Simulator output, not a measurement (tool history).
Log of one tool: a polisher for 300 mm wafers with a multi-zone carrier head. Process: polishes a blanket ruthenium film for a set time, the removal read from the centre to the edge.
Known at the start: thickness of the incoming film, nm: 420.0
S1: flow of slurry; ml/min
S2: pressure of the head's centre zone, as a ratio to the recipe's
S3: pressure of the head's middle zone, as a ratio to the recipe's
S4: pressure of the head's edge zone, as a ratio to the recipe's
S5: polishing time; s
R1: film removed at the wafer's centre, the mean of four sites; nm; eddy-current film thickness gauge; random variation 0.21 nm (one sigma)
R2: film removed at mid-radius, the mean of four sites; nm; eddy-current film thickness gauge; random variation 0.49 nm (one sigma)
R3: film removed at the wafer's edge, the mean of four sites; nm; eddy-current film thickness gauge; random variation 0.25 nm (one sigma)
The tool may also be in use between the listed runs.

run 1 day=0.000 | S1=255 S2=1.00 S3=1.00 S4=1.00 S5=36 | R1=40.545 R2=40.347 R3=39.805
run 2 day=0.333 | S1=225 S2=1.00 S3=1.00 S4=1.00 S5=36 | R1=39.736 R2=40.433 R3=40.044
run 3 day=0.508 | S1=225 S2=1.00 S3=0.94 S4=1.00 S5=36 | R1=39.366 R2=38.262 R3=39.594
run 4 day=0.775 | S1=220 S2=0.98 S3=0.94 S4=0.98 S5=36 | R1=39.082 R2=38.109 R3=39.521
run 5 day=1.054 | S1=220 S2=0.96 S3=0.95 S4=0.96 S5=35 | R1=37.197 R2=36.918 R3=37.742
run 6 day=1.412 | S1=215 S2=0.94 S3=0.96 S4=0.95 S5=35 | R1=36.148 R2=36.959 R3=37.533

Run 7 comes next. What will it give?
run 7 day=1.488 | S1=210 S2=0.93 S3=0.97 S4=0.94 S5=35 | R1=? R2=? R3=?

{"run 7": {"R1": 35.836, "R2": 36.808, "R3": 37.081}}

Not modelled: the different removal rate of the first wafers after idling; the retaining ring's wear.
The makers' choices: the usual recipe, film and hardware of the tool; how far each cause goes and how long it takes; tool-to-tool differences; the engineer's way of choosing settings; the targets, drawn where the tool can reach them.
